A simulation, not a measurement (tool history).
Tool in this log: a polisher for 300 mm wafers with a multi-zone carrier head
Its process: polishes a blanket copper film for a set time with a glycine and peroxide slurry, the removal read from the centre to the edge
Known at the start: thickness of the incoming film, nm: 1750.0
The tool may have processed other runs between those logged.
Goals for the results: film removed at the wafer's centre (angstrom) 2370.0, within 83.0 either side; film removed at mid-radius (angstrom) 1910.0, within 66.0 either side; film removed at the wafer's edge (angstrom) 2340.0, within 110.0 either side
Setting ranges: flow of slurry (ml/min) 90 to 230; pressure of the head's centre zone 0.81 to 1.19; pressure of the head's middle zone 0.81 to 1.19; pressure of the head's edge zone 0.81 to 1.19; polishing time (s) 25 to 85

| run | hour | flow of slurry (ml/min) | pressure of the head's centre zone | pressure of the head's middle zone | pressure of the head's edge zone | polishing time (s) | film removed at the wafer's centre (angstrom) | film removed at mid-radius (angstrom) | film removed at the wafer's edge (angstrom) |
|---|---|---|---|---|---|---|---|---|---|
| 1 | 0.0 | 150 | 1.00 | 1.00 | 1.00 | 55 | 3252.9 | 3089.4 | 3177.1 |
| 2 | 7.6 | 140 | 1.00 | 0.94 | 0.99 | 50 | 2885.7 | 2642.7 | 2806.4 |
| 3 | 9.3 | 130 | 1.01 | 0.90 | 1.02 | 47 | 2693.2 | 2414.4 | 2642.5 |
| 4 | 13.4 | 130 | 1.01 | 0.90 | 1.02 | 54 | 3081.8 | 2675.0 | 3093.1 |
| 5 | 16.2 | 100 | 1.01 | 0.90 | 1.02 | 54 | 2894.6 | 2530.5 | 2904.4 |
| 6 | 21.7 | 100 | 1.01 | 0.90 | 0.96 | 54 | 2853.6 | 2543.8 | 2873.2 |
| 7 | 23.4 | 95 | 1.04 | 0.81 | 0.98 | 40 | 2103.8 | 1693.2 | 2133.1 |
| 8 | 30.6 | 110 | 1.04 | 0.81 | 1.00 | 40 | 2240.3 | 1737.0 | 2207.2 |
| 9 | 36.5 | 120 | 1.03 | 0.82 | 1.01 | 40 | 2302.2 | 1840.8 | 2291.9 |

Which single option among these 4 for the next run brings every result within its allowed miss of target? Just one does.
| A | 42.4 | 95 | 1.08 | 0.86 | 1.07 | 43 | ? | ? | ? |
| B | 42.4 | 150 | 0.96 | 0.83 | 0.98 | 39 | ? | ? | ? |
| C | 42.4 | 105 | 1.05 | 0.81 | 1.00 | 39 | ? | ? | ? |
| D | 42.4 | 105 | 1.06 | 0.81 | 1.02 | 40 | ? | ? | ? |

| move | film removed at the wafer's centre (angstrom) | film removed at mid-radius (angstrom) | film removed at the wafer's edge (angstrom) |
|---|---|---|---|
| A | 2359.0 | 1860.9 | 2307.2 |
| B | 2197.2 | 1862.1 | 2188.8 |
| C | 2162.7 | 1663.0 | 2072.2 |
| D | 2239.5 | 1705.5 | 2145.9 |
A: every result within its allowed miss
B: meets the target for the result that was furthest off, but another lies outside its allowed miss
C: the biggest miss grows against the last run
D: the biggest miss grows against the last run
Move A is the one to make.

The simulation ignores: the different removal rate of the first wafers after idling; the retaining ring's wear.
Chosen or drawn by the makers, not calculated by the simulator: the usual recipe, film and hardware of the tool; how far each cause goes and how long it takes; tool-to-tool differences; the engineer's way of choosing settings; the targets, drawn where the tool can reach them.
